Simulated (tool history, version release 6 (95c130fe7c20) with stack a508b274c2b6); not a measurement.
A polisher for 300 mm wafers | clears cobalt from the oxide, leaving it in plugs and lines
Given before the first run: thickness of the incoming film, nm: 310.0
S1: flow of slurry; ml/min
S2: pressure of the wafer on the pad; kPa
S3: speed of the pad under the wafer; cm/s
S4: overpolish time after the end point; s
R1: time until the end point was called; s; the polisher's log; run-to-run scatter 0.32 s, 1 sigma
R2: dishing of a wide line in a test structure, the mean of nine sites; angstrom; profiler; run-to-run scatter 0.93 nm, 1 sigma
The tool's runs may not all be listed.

run	day	S1	S2	S3	S4	R1	R2
1	0.000	195	15.2	122	13	49.834	393.86
2	0.104	200	15.2	122	13	49.828	383.95
3	0.292	200	15.2	122	11	49.499	374.98
4	0.638	200	11.7	122	11	61.699	330.73
5	0.900	200	9.7	122	11	73.486	292.48
6	1.217	205	10.3	122	11	69.629	304.96
7	1.521	205	11.0	122	11	64.864	310.73
8	1.604	210	11.7	122	11	61.740	315.77
9	1.833	215	12.4	122	11	58.977	348.91

Run 10 has not been measured yet. What should we expect?
10	2.200	215	13.1	122	10	?	?

Run 10 came out at R1 56.558 s, R2 319.94 angstrom.
